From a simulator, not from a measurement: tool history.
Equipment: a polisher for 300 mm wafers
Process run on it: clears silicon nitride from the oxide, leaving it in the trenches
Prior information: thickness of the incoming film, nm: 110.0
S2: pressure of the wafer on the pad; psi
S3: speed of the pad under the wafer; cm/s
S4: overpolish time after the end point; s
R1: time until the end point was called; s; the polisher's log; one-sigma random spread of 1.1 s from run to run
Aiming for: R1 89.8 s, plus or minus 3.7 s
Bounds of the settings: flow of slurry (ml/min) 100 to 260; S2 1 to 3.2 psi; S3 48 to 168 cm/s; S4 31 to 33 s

Run 1, hour 0: flow of slurry (ml/min) 165, S2 2.1 psi, S3 108 cm/s, S4 31 s. Result: R1 145.91 s.
Run 2, hour 5.9: flow of slurry (ml/min) 140, S2 2.1 psi, S3 108 cm/s, S4 31 s. Result: R1 152.7 s.
Run 3, hour 9.7: flow of slurry (ml/min) 155, S2 2.3 psi, S3 108 cm/s, S4 31 s. Result: R1 140.12 s.
Run 4, hour 14.1: flow of slurry (ml/min) 155, S2 1.9 psi, S3 108 cm/s, S4 31 s. Result: R1 163.18 s.
Run 5, hour 15: flow of slurry (ml/min) 165, S2 2.2 psi, S3 110 cm/s, S4 31 s. Result: R1 136.88 s.
Run 6, hour 18.8: flow of slurry (ml/min) 165, S2 2.2 psi, S3 134 cm/s, S4 31 s. Result: R1 114.46 s.
Run 7, hour 20.8: flow of slurry (ml/min) 165, S2 2.2 psi, S3 134 cm/s, S4 31 s. Result: R1 115 s.
Run 8, hour 29.1: flow of slurry (ml/min) 175, S2 2.3 psi, S3 134 cm/s, S4 31 s. Result: R1 110.13 s.

Next run, 4 choices. One meets every target within its allowed miss, the rest don't. Which?
Run A, hour 37.4: flow of slurry (ml/min) 190, S2 2.6 psi, S3 156 cm/s, S4 33 s. Result: R1 ?.
Run B, hour 37.4: flow of slurry (ml/min) 180, S2 2.5 psi, S3 168 cm/s, S4 33 s. Result: R1 ?.
Run C, hour 37.4: flow of slurry (ml/min) 190, S2 2.6 psi, S3 164 cm/s, S4 31 s. Result: R1 ?.
Run D, hour 37.4: flow of slurry (ml/min) 170, S2 2.6 psi, S3 146 cm/s, S4 33 s. Result: R1 ?.

move      R1
   A  83.325
   B  81.283
   C  79.475
   D  90.239
A: takes the biggest miss from the last run beyond its target
B: takes the biggest miss from the last run beyond its target
C: takes the biggest miss from the last run beyond its target
D: every result within its allowed miss
Go with D: it meets all targets.
